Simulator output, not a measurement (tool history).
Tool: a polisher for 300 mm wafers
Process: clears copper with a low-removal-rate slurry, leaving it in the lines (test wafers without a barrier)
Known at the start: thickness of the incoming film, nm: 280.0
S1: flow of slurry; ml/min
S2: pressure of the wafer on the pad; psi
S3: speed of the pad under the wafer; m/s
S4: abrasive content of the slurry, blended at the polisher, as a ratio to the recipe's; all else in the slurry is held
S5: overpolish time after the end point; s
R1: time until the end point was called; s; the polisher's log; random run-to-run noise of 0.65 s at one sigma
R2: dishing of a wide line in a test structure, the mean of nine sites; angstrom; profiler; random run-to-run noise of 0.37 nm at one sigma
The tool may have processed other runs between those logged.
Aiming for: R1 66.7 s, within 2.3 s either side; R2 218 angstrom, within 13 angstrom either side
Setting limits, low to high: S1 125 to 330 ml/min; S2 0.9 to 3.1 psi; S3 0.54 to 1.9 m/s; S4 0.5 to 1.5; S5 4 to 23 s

{"run": 1, "day": 0.0, "S1": 210, "S2": 2, "S3": 1.22, "S4": 1, "S5": 12, "R1": 91.728, "R2": 159.66}
{"run": 2, "day": 0.217, "S1": 210, "S2": 2, "S3": 1.38, "S4": 1, "S5": 12, "R1": 83.461, "R2": 168.02}
{"run": 3, "day": 0.346, "S1": 210, "S2": 2.1, "S3": 1.38, "S4": 1, "S5": 13, "R1": 81.138, "R2": 180.02}
{"run": 4, "day": 0.417, "S1": 210, "S2": 2.1, "S3": 1.38, "S4": 0.8, "S5": 13, "R1": 84.608, "R2": 176.56}
{"run": 5, "day": 0.612, "S1": 210, "S2": 2.1, "S3": 1.38, "S4": 0.8, "S5": 10, "R1": 84.007, "R2": 152.7}
{"run": 6, "day": 0.883, "S1": 210, "S2": 2.1, "S3": 1.38, "S4": 0.8, "S5": 5, "R1": 83.98, "R2": 91.945}
{"run": 7, "day": 1.246, "S1": 205, "S2": 2.2, "S3": 1.38, "S4": 0.8, "S5": 7, "R1": 80.671, "R2": 122.33}
{"run": 8, "day": 1.508, "S1": 200, "S2": 2.3, "S3": 1.36, "S4": 0.8, "S5": 8, "R1": 79.476, "R2": 138.17}
{"run": 9, "day": 1.608, "S1": 200, "S2": 2.4, "S3": 1.34, "S4": 0.8, "S5": 8, "R1": 78.602, "R2": 134.86}
{"run": 10, "day": 1.654, "S1": 200, "S2": 2.4, "S3": 1.34, "S4": 0.8, "S5": 8, "R1": 78.517, "R2": 139.87}
{"run": 11, "day": 1.8, "S1": 205, "S2": 2.8, "S3": 1.34, "S4": 0.8, "S5": 14, "R1": 70.54, "R2": 199.37}

Which one of the following 4 next-run settings gets every result inside its allowed miss? There is exactly one.
{"run": "A", "day": 1.946, "S1": 225, "S2": 2.5, "S3": 1.32, "S4": 0.55, "S5": 14, "R1": "?", "R2": "?"}
{"run": "B", "day": 1.946, "S1": 225, "S2": 3.1, "S3": 1.32, "S4": 0.9, "S5": 11, "R1": "?", "R2": "?"}
{"run": "C", "day": 1.946, "S1": 275, "S2": 3.1, "S3": 1.22, "S4": 0.8, "S5": 17, "R1": "?", "R2": "?"}
{"run": "D", "day": 1.946, "S1": 290, "S2": 3.1, "S3": 1.34, "S4": 0.85, "S5": 12, "R1": "?", "R2": "?"}

move=A R1=80.389 R2=188.42
move=B R1=63.374 R2=189.72
move=C R1=67.239 R2=218.65
move=D R1=61.618 R2=199.36
A: lands further from the targets than the last run did
B: moves the result that the last run missed by most past its target, out the other side
C: all results in spec
D: moves the result that the last run missed by most past its target, out the other side
The right move is C.

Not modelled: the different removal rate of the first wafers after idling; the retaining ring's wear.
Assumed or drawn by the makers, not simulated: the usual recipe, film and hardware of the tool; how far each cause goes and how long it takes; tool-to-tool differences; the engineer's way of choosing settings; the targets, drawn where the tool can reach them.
